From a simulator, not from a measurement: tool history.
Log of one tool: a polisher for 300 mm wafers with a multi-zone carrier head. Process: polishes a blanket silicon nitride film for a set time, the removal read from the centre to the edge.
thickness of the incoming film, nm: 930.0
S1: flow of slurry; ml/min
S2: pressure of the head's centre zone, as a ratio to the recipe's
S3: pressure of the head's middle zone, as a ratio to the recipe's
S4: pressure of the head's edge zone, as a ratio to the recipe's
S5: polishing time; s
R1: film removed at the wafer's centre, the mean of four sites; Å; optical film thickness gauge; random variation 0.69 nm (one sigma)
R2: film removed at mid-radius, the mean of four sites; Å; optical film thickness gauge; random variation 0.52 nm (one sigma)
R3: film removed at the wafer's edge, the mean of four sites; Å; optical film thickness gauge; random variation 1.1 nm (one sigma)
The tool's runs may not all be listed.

run 1 hour=0.0 | S1=215 S2=1.00 S3=1.00 S4=1.00 S5=51 | R1=899.16 R2=903.24 R3=880.61
run 2 hour=1.3 | S1=215 S2=1.05 S3=1.00 S4=1.00 S5=51 | R1=945.75 R2=905.11 R3=924.23
run 3 hour=3.3 | S1=205 S2=1.01 S3=0.99 S4=1.01 S5=50 | R1=895.95 R2=867.56 R3=867.85
run 4 hour=4.7 | S1=175 S2=1.01 S3=0.99 S4=1.01 S5=50 | R1=885.02 R2=834.65 R3=896.32
run 5 hour=9.4 | S1=175 S2=0.98 S3=0.99 S4=1.01 S5=49 | R1=821.32 R2=839.79 R3=868.31
run 6 hour=11.4 | S1=180 S2=0.96 S3=0.97 S4=0.99 S5=48 | R1=812.36 R2=800.28 R3=837.33
run 7 hour=19.8 | S1=180 S2=0.96 S3=0.97 S4=0.99 S5=48 | R1=805.04 R2=804.02 R3=829.61
run 8 hour=27.0 | S1=180 S2=0.93 S3=0.97 S4=0.98 S5=48 | R1=774.69 R2=797.47 R3=815.56
run 9 hour=30.9 | S1=180 S2=0.91 S3=0.97 S4=0.97 S5=48 | R1=776.67 R2=798.24 R3=828.06
run 10 hour=32.0 | S1=185 S2=0.90 S3=0.98 S4=0.97 S5=47 | R1=746.81 R2=789.31 R3=796.84
run 11 hour=32.8 | S1=185 S2=0.88 S3=0.98 S4=0.96 S5=47 | R1=735.78 R2=800.39 R3=793.04
run 12 hour=38.9 | S1=185 S2=0.87 S3=0.98 S4=0.95 S5=47 | R1=733.62 R2=800.73 R3=785.31
run 13 hour=42.2 | S1=180 S2=0.86 S3=0.98 S4=0.94 S5=47 | R1=716.42 R2=791.42 R3=810.29
run 14 hour=47.0 | S1=180 S2=0.86 S3=0.98 S4=0.94 S5=47 | R1=711.99 R2=795.51 R3=820.71
run 15 hour=52.2 | S1=180 S2=0.86 S3=0.98 S4=0.94 S5=47 | R1=710.60 R2=786.64 R3=794.91
run 16 hour=56.0 | S1=180 S2=0.86 S3=0.98 S4=0.94 S5=47 | R1=715.31 R2=801.22 R3=791.94
run 17 hour=60.3 | S1=185 S2=0.85 S3=0.97 S4=0.93 S5=47 | R1=721.59 R2=783.22 R3=793.94
run 18 hour=63.0 | S1=190 S2=0.85 S3=0.97 S4=0.93 S5=46 | R1=711.80 R2=773.91 R3=788.28

The next listed run, before its measurement:
run 19 hour=66.8 | S1=195 S2=0.85 S3=0.98 S4=0.93 S5=45 | R1=? R2=? R3=?

R1: 693.19 Å
R2: 781.21 Å
R3: 766.94 Å

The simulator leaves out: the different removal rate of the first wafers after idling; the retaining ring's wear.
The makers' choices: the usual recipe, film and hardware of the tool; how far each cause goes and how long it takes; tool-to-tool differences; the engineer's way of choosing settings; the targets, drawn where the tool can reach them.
